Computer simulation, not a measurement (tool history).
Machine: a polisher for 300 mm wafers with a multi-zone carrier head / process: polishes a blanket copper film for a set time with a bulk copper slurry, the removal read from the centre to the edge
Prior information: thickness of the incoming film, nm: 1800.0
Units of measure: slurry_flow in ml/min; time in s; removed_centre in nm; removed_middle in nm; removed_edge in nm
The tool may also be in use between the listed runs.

{"run": 1, "hour": 0.0, "slurry_flow": 260, "centre_zone": 1.0, "middle_zone": 1.0, "edge_zone": 1.0, "slurry_solids": 1.0, "time": 85, "removed_centre": 480.4, "removed_middle": 481.93, "removed_edge": 476.95}
{"run": 2, "hour": 2.6, "slurry_flow": 195, "centre_zone": 1.0, "middle_zone": 1.0, "edge_zone": 1.0, "slurry_solids": 1.0, "time": 85, "removed_centre": 465.68, "removed_middle": 463.01, "removed_edge": 460.47}
{"run": 3, "hour": 10.7, "slurry_flow": 195, "centre_zone": 1.0, "middle_zone": 1.0, "edge_zone": 1.0, "slurry_solids": 1.0, "time": 102, "removed_centre": 554.84, "removed_middle": 561.43, "removed_edge": 571.6}
{"run": 4, "hour": 14.4, "slurry_flow": 185, "centre_zone": 1.0, "middle_zone": 0.96, "edge_zone": 1.01, "slurry_solids": 0.9, "time": 96, "removed_centre": 510.24, "removed_middle": 498.09, "removed_edge": 520.35}
{"run": 5, "hour": 17.7, "slurry_flow": 185, "centre_zone": 0.96, "middle_zone": 0.96, "edge_zone": 1.01, "slurry_solids": 0.9, "time": 96, "removed_centre": 486.52, "removed_middle": 492.27, "removed_edge": 522.52}
{"run": 6, "hour": 23.3, "slurry_flow": 180, "centre_zone": 0.97, "middle_zone": 0.93, "edge_zone": 1.02, "slurry_solids": 0.85, "time": 91, "removed_centre": 467.51, "removed_middle": 444.86, "removed_edge": 488.8}
{"run": 7, "hour": 29.6, "slurry_flow": 175, "centre_zone": 0.96, "middle_zone": 0.91, "edge_zone": 1.01, "slurry_solids": 0.75, "time": 88, "removed_centre": 427.63, "removed_middle": 424.91, "removed_edge": 468.16}
{"run": 8, "hour": 37.9, "slurry_flow": 175, "centre_zone": 0.98, "middle_zone": 0.89, "edge_zone": 1.02, "slurry_solids": 0.7, "time": 84, "removed_centre": 419.98, "removed_middle": 389.23, "removed_edge": 435.59}

What will run 9 give?
{"run": 9, "hour": 41.8, "slurry_flow": 175, "centre_zone": 0.98, "middle_zone": 0.87, "edge_zone": 1.03, "slurry_solids": 0.65, "time": 81, "removed_centre": "?", "removed_middle": "?", "removed_edge": "?"}

Run 9 came out at removed_centre 402.18 nm, removed_middle 365.21 nm, removed_edge 417.39 nm.
